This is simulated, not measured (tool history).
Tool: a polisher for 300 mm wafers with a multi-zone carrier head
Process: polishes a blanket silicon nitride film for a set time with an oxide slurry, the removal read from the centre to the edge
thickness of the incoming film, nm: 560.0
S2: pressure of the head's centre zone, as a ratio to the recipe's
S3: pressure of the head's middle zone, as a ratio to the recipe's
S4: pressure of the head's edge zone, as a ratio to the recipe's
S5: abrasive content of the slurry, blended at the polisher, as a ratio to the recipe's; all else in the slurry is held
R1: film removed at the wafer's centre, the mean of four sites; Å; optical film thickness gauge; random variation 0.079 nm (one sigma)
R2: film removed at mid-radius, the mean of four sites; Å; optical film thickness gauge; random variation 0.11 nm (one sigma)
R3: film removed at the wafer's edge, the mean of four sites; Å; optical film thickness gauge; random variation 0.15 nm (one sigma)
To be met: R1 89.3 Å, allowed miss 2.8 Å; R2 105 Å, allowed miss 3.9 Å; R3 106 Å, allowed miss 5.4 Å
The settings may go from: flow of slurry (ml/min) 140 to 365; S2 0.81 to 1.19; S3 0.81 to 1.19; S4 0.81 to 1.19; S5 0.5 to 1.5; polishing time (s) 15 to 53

Run 1, day 0: flow of slurry (ml/min) 235, S2 1, S3 1, S4 1, S5 1, polishing time (s) 34. Result: R1 128.53 Å, R2 127.72 Å, R3 127.48 Å.
Run 2, day 0.1: flow of slurry (ml/min) 230, S2 0.96, S3 0.99, S4 0.99, S5 0.95, polishing time (s) 34. Result: R1 122.79 Å, R2 126.11 Å, R3 125.03 Å.
Run 3, day 0.425: flow of slurry (ml/min) 230, S2 0.96, S3 0.99, S4 0.99, S5 1.15, polishing time (s) 34. Result: R1 131.88 Å, R2 136.28 Å, R3 136.98 Å.
Run 4, day 0.65: flow of slurry (ml/min) 230, S2 1.01, S3 0.99, S4 0.99, S5 1.15, polishing time (s) 34. Result: R1 136.85 Å, R2 135.16 Å, R3 131.96 Å.
Run 5, day 0.729: flow of slurry (ml/min) 220, S2 0.97, S3 1, S4 0.98, S5 1, polishing time (s) 34. Result: R1 124.2 Å, R2 127.66 Å, R3 126.92 Å.
Run 6, day 0.779: flow of slurry (ml/min) 220, S2 1.05, S3 1, S4 0.98, S5 1, polishing time (s) 34. Result: R1 135.33 Å, R2 125.22 Å, R3 127.23 Å.
Run 7, day 0.8: flow of slurry (ml/min) 220, S2 1, S3 1, S4 0.99, S5 0.9, polishing time (s) 34. Result: R1 119.97 Å, R2 121.84 Å, R3 118.51 Å.
Run 8, day 1.054: flow of slurry (ml/min) 210, S2 0.97, S3 0.98, S4 1, S5 0.85, polishing time (s) 34. Result: R1 115.52 Å, R2 115.64 Å, R3 116.6 Å.
Run 9, day 1.325: flow of slurry (ml/min) 200, S2 0.94, S3 0.98, S4 1.01, S5 0.8, polishing time (s) 34. Result: R1 106.6 Å, R2 110.17 Å, R3 113.43 Å.
Run 10, day 1.512: flow of slurry (ml/min) 200, S2 0.94, S3 0.98, S4 1.01, S5 0.8, polishing time (s) 34. Result: R1 107.08 Å, R2 112.11 Å, R3 112.68 Å.
Run 11, day 1.808: flow of slurry (ml/min) 190, S2 0.92, S3 0.98, S4 1.01, S5 0.8, polishing time (s) 34. Result: R1 104.45 Å, R2 109.8 Å, R3 112.97 Å.

4 next moves are on the table. One of them brings every result within its allowed miss. Which?
Run A, day 2.104: flow of slurry (ml/min) 235, S2 1.14, S3 0.98, S4 0.93, S5 0.75, polishing time (s) 31. Result: R1 ?, R2 ?, R3 ?.
Run B, day 2.104: flow of slurry (ml/min) 160, S2 1.08, S3 0.89, S4 1.05, S5 0.75, polishing time (s) 37. Result: R1 ?, R2 ?, R3 ?.
Run C, day 2.104: flow of slurry (ml/min) 175, S2 0.81, S3 0.85, S4 1.15, S5 0.65, polishing time (s) 39. Result: R1 ?, R2 ?, R3 ?.
Run D, day 2.104: flow of slurry (ml/min) 195, S2 0.86, S3 1.02, S4 1.04, S5 0.8, polishing time (s) 31. Result: R1 ?, R2 ?, R3 ?.

move      R1      R2      R3
   A  115.67  101.44  100.67
   B  122.15  104.62  121.36
   C  94.969  100.36  125.79
   D   90.58  105.51  107.28
A: further off than the last run
B: further off than the last run
C: nearer than the last run, and not there yet
D: meets every target
Answer: D
